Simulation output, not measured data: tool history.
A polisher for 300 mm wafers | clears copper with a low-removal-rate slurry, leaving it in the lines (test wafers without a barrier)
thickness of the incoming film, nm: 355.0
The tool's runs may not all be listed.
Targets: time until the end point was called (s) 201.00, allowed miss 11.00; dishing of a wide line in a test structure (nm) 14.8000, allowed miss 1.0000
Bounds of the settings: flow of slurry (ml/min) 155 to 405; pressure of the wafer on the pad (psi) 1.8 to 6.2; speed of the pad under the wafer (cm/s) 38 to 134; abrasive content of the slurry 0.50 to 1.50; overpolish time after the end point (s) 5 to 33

run  hour  flow of slurry (ml/min)  pressure of the wafer on the pad (psi)  speed of the pad under the wafer (cm/s)  abrasive content of the slurry  overpolish time after the end point (s)  time until the end point was called (s)  dishing of a wide line in a test structure (nm)
  1   0.0                      260                                     4.0                                       86                            1.00                                       17                                   110.83                                          42.0870
  2   2.6                      260                                     3.7                                       82                            1.00                                       15                                   125.28                                          33.4170
  3   6.3                      260                                     3.4                                       80                            1.00                                       14                                   137.48                                          29.6150
  4  11.9                      235                                     3.4                                       80                            1.00                                       14                                   141.62                                          28.2430
  5  15.1                      235                                     3.2                                       80                            1.00                                       13                                   156.93                                          24.9990
  6  15.7                      235                                     3.2                                       80                            0.90                                       13                                   151.75                                          24.8600
  7  20.8                      235                                     3.0                                       80                            0.90                                       12                                   161.97                                          21.1760
  8  21.6                      235                                     2.9                                       80                            0.90                                       12                                   168.42                                          21.0410
  9  22.8                      235                                     2.2                                       78                            0.90                                        7                                   228.47                                           9.4065
 10  26.0                      230                                     2.3                                       78                            0.90                                        8                                   217.49                                          11.0140
 11  34.6                      225                                     2.4                                       78                            0.90                                        8                                   205.60                                          11.1850
 12  39.7                      225                                     2.4                                       78                            0.90                                        9                                   210.49                                          12.4480

Which of these 5 next moves meets every target?
  A  44.8                      185                                     2.6                                       78                            0.85                                       12                                        ?                                                ?
  B  44.8                      250                                     2.3                                       80                            0.90                                        8                                        ?                                                ?
  C  44.8                      255                                     1.8                                       94                            0.95                                       11                                        ?                                                ?
  D  44.8                      225                                     2.1                                       80                            0.90                                       10                                        ?                                                ?
  E  44.8                      225                                     2.7                                       74                            0.90                                       10                                        ?                                                ?

move  time until the end point was called (s)  dishing of a wide line in a test structure (nm)
   A                                   197.06                                          17.6980
   B                                   207.21                                          11.4090
   C                                   220.78                                          14.5070
   D                                   228.23                                          12.8690
   E                                   193.80                                          15.1220
A: takes the result that was furthest off past its target
B: further off than the last run
C: brings the result that was furthest off to its target, and leaves another outside
D: further off than the last run
E: meets every target
The right move is E.
